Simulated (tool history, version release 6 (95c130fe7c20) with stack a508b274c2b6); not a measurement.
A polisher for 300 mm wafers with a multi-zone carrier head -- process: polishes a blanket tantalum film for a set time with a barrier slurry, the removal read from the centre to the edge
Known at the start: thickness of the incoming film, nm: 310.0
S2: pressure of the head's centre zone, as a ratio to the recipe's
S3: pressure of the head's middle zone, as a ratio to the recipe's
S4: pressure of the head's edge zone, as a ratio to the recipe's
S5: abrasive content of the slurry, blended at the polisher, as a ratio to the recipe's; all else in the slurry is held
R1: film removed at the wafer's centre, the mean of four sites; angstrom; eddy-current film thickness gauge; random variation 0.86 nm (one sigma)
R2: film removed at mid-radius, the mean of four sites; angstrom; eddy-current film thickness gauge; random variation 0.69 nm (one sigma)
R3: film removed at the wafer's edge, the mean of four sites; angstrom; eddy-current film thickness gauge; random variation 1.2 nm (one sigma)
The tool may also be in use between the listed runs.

run 1 hour=0 | flow_of_slurry_(ml/min)=190 S2=1 S3=1 S4=1 S5=1 polishing_time_(s)=52 | R1=606.99 R2=589.9 R3=626.7
run 2 hour=8.9 | flow_of_slurry_(ml/min)=190 S2=1 S3=1 S4=0.96 S5=1 polishing_time_(s)=52 | R1=607.52 R2=589 R3=617.43
run 3 hour=10.9 | flow_of_slurry_(ml/min)=190 S2=1 S3=1 S4=1.01 S5=1 polishing_time_(s)=52 | R1=627.49 R2=578.86 R3=636.53
run 4 hour=12.5 | flow_of_slurry_(ml/min)=190 S2=1 S3=1.07 S4=1.01 S5=1 polishing_time_(s)=52 | R1=616.71 R2=632.2 R3=621.65
run 5 hour=19.5 | flow_of_slurry_(ml/min)=200 S2=1.03 S3=1.06 S4=1.05 S5=1.1 polishing_time_(s)=54 | R1=674.04 R2=665.57 R3=660.94
run 6 hour=21.7 | flow_of_slurry_(ml/min)=200 S2=1.03 S3=1.02 S4=1.05 S5=1.1 polishing_time_(s)=54 | R1=678.73 R2=634.47 R3=686.17
run 7 hour=27.5 | flow_of_slurry_(ml/min)=200 S2=1.03 S3=1.02 S4=1.05 S5=1.1 polishing_time_(s)=54 | R1=676.02 R2=640.21 R3=684.01
run 8 hour=30.5 | flow_of_slurry_(ml/min)=205 S2=1.07 S3=1.01 S4=1.07 S5=1.2 polishing_time_(s)=56 | R1=731.72 R2=693.32 R3=726.68

What will run 9 give?
run 9 hour=34.6 | flow_of_slurry_(ml/min)=225 S2=1.1 S3=0.98 S4=1.08 S5=1.25 polishing_time_(s)=58 | R1=? R2=? R3=?

Run 9 measured R1 793.82 angstrom, R2 701.3 angstrom, R3 765.73 angstrom.

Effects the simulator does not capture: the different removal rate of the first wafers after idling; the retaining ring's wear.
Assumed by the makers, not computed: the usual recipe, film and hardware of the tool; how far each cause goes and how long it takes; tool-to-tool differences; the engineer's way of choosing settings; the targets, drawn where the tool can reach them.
